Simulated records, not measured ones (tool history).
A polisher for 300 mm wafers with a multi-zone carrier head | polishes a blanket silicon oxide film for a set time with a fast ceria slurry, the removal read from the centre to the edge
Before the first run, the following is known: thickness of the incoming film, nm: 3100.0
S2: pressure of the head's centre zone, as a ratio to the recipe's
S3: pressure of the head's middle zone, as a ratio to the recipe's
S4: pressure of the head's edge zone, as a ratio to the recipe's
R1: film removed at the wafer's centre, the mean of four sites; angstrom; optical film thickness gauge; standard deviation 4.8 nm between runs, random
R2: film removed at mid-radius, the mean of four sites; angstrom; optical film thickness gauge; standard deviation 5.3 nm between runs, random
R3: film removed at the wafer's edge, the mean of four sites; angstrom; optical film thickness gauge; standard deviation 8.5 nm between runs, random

Run 1, day 0: flow of slurry (ml/min) 125, S2 1, S3 1, S4 1, polishing time (s) 60. Result: R1 8358.2 angstrom, R2 8295.1 angstrom, R3 8347.9 angstrom.
Run 2, day 0.079: flow of slurry (ml/min) 125, S2 1, S3 0.95, S4 1, polishing time (s) 60. Result: R1 8337.5 angstrom, R2 7895.5 angstrom, R3 8461.8 angstrom.
Run 3, day 0.117: flow of slurry (ml/min) 125, S2 1, S3 0.95, S4 1.08, polishing time (s) 60. Result: R1 8387.1 angstrom, R2 8046 angstrom, R3 8922.9 angstrom.
Run 4, day 0.45: flow of slurry (ml/min) 145, S2 1, S3 0.95, S4 1.08, polishing time (s) 60. Result: R1 8657.8 angstrom, R2 8234.3 angstrom, R3 9144.2 angstrom.
Run 5, day 0.804: flow of slurry (ml/min) 135, S2 1.02, S3 0.91, S4 1.02, polishing time (s) 57. Result: R1 8275.2 angstrom, R2 7273.7 angstrom, R3 8210.7 angstrom.
Run 6, day 0.9: flow of slurry (ml/min) 125, S2 1.03, S3 0.88, S4 0.97, polishing time (s) 56. Result: R1 7910.6 angstrom, R2 6901.3 angstrom, R3 7910.2 angstrom.
Run 7, day 1.121: flow of slurry (ml/min) 120, S2 1.06, S3 0.86, S4 0.93, polishing time (s) 54. Result: R1 7843.5 angstrom, R2 6503.6 angstrom, R3 7421.7 angstrom.
Run 8, day 1.358: flow of slurry (ml/min) 115, S2 1.08, S3 0.85, S4 0.91, polishing time (s) 53. Result: R1 7883.4 angstrom, R2 6368.5 angstrom, R3 7026.9 angstrom.

What will run 9 give?
Run 9, day 1.579: flow of slurry (ml/min) 110, S2 1.09, S3 0.84, S4 0.92, polishing time (s) 52. Result: R1 ?, R2 ?, R3 ?.

R1: 7676 angstrom
R2: 6051.8 angstrom
R3: 6947.6 angstrom
